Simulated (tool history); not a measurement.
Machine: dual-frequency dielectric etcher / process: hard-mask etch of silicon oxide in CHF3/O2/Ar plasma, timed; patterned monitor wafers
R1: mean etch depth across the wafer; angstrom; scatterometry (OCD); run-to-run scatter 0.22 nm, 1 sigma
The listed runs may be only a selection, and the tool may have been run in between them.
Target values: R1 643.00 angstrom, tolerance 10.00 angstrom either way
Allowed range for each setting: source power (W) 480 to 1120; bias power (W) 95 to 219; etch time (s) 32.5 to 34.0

run 1 day=0.000 | source_power_(W)=800 bias_power_(W)=157 etch_time_(s)=32.5 | R1=732.26
run 2 day=0.196 | source_power_(W)=730 bias_power_(W)=155 etch_time_(s)=32.5 | R1=716.30
run 3 day=0.396 | source_power_(W)=620 bias_power_(W)=155 etch_time_(s)=32.5 | R1=691.90
run 4 day=0.642 | source_power_(W)=700 bias_power_(W)=155 etch_time_(s)=32.5 | R1=704.63
run 5 day=0.900 | source_power_(W)=700 bias_power_(W)=155 etch_time_(s)=34.0 | R1=739.62
run 6 day=0.979 | source_power_(W)=700 bias_power_(W)=176 etch_time_(s)=34.0 | R1=768.26
run 7 day=1.175 | source_power_(W)=650 bias_power_(W)=159 etch_time_(s)=33.5 | R1=724.13
run 8 day=1.250 | source_power_(W)=610 bias_power_(W)=149 etch_time_(s)=33.5 | R1=698.69

5 next moves are on the table. One of them brings every result within its allowed miss. Which?
run A day=1.325 | source_power_(W)=580 bias_power_(W)=127 etch_time_(s)=33.5 | R1=?
run B day=1.325 | source_power_(W)=830 bias_power_(W)=163 etch_time_(s)=32.5 | R1=?
run C day=1.325 | source_power_(W)=840 bias_power_(W)=151 etch_time_(s)=33.0 | R1=?
run D day=1.325 | source_power_(W)=600 bias_power_(W)=156 etch_time_(s)=33.0 | R1=?
run E day=1.325 | source_power_(W)=650 bias_power_(W)=96 etch_time_(s)=34.0 | R1=?

move=A R1=664.85
move=B R1=747.98
move=C R1=746.00
move=D R1=696.88
move=E R1=646.24
A: nearer than the last run, and not there yet
B: its largest miss is bigger than the last run's
C: its largest miss is bigger than the last run's
D: about as far from the targets as the last run
E: hits every target within its allowed miss
Answer: E
